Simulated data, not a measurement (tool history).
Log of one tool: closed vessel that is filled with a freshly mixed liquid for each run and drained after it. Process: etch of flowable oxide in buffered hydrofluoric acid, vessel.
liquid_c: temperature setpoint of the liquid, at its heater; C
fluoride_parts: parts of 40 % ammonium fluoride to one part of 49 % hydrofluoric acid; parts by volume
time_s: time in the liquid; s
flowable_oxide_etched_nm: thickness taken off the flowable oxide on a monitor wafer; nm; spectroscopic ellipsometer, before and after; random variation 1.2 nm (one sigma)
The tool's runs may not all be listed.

run    day  liquid_c  fluoride_parts  time_s  flowable_oxide_etched_nm
  1      0        23              21      95                    186.77
  2    0.1      21.5              22      95                     160.4
  3  0.454      20.5              22      95                    156.13
  4  0.488      20.5            18.5      95                    183.57
  5  0.783      19.5              20      95                    157.87
     0.833  -- hydrofluoric acid flow meter replaced
  6  0.833        18              20      95                    137.19

The next listed run, before its measurement:
  7  1.042        18              20      95                         ?

{"run 7": {"flowable_oxide_etched_nm": 140.73}}
